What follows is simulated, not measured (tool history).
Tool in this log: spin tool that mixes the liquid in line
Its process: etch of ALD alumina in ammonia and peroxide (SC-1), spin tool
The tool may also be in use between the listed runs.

run    day  temperature setpoint of the liquid (C)  parts of 29 % ammonia solution to one part of 30 % peroxide (parts by volume)  time under the liquid (s)  thickness taken off the ALD alumina on a monitor wafer (Å)
  1      0                                      55                                                                           0.55                         90                                                      57.157
  2  0.104                                      55                                                                           0.75                         90                                                       58.82
  3  0.471                                      52                                                                           0.75                         90                                                      50.194
  4  0.671                                    53.5                                                                           0.75                         90                                                      54.157
  5  0.762                                      55                                                                           0.75                         90                                                      58.597
  6  0.958                                    51.5                                                                           0.75                         90                                                      48.739
  7  1.312                                      53                                                                           0.75                         90                                                      53.053
  8  1.346                                    54.5                                                                           0.75                         90                                                      57.918

Run 9 comes next. What will it give?
  9  1.6                                    55.5                                                                           0.75                         90                                                           ?

Run 9 measured thickness taken off the ALD alumina on a monitor wafer (Å) 60.427.

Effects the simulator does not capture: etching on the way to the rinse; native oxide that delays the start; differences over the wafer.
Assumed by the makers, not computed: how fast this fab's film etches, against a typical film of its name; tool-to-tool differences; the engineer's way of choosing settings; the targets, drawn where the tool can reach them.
